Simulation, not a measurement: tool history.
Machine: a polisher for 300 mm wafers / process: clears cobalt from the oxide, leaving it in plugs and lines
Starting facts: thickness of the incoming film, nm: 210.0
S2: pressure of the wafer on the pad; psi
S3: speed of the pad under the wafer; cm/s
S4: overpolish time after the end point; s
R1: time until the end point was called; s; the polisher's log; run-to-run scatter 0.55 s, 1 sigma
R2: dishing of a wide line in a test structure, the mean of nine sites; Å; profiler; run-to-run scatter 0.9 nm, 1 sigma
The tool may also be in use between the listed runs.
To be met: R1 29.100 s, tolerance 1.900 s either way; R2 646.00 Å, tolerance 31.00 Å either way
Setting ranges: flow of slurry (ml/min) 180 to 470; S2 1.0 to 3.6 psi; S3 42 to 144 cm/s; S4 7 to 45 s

run 1 hour=0.0 | flow_of_slurry_(ml/min)=300 S2=2.3 S3=92 S4=23 | R1=39.950 R2=526.64
run 2 hour=2.4 | flow_of_slurry_(ml/min)=255 S2=2.3 S3=92 S4=23 | R1=39.624 R2=530.40
run 3 hour=9.0 | flow_of_slurry_(ml/min)=255 S2=2.3 S3=78 S4=23 | R1=46.847 R2=500.45
run 4 hour=13.7 | flow_of_slurry_(ml/min)=255 S2=2.0 S3=78 S4=23 | R1=53.001 R2=481.68
run 5 hour=20.9 | flow_of_slurry_(ml/min)=255 S2=2.3 S3=80 S4=24 | R1=45.170 R2=522.79
run 6 hour=28.8 | flow_of_slurry_(ml/min)=255 S2=1.8 S3=80 S4=24 | R1=55.114 R2=468.34
run 7 hour=33.4 | flow_of_slurry_(ml/min)=255 S2=2.1 S3=82 S4=24 | R1=48.826 R2=512.31
run 8 hour=35.1 | flow_of_slurry_(ml/min)=255 S2=2.3 S3=84 S4=24 | R1=44.416 R2=528.12
run 9 hour=38.3 | flow_of_slurry_(ml/min)=255 S2=2.5 S3=86 S4=24 | R1=38.668 R2=550.31
run 10 hour=46.2 | flow_of_slurry_(ml/min)=255 S2=2.6 S3=86 S4=25 | R1=38.102 R2=566.82
run 11 hour=48.6 | flow_of_slurry_(ml/min)=255 S2=3.2 S3=90 S4=27 | R1=30.713 R2=601.61

Which of these 4 next moves meets every target?
run A hour=51.0 | flow_of_slurry_(ml/min)=195 S2=3.1 S3=82 S4=27 | R1=? R2=?
run B hour=51.0 | flow_of_slurry_(ml/min)=215 S2=3.4 S3=92 S4=39 | R1=? R2=?
run C hour=51.0 | flow_of_slurry_(ml/min)=215 S2=2.9 S3=108 S4=19 | R1=? R2=?
run D hour=51.0 | flow_of_slurry_(ml/min)=205 S2=3.6 S3=78 S4=16 | R1=? R2=?

move=A R1=34.642 R2=584.86
move=B R1=28.131 R2=638.35
move=C R1=27.774 R2=562.64
move=D R1=31.531 R2=503.93
A: moves away from the targets compared with the last run
B: each result inside its tolerance
C: moves away from the targets compared with the last run
D: moves away from the targets compared with the last run
Answer: B
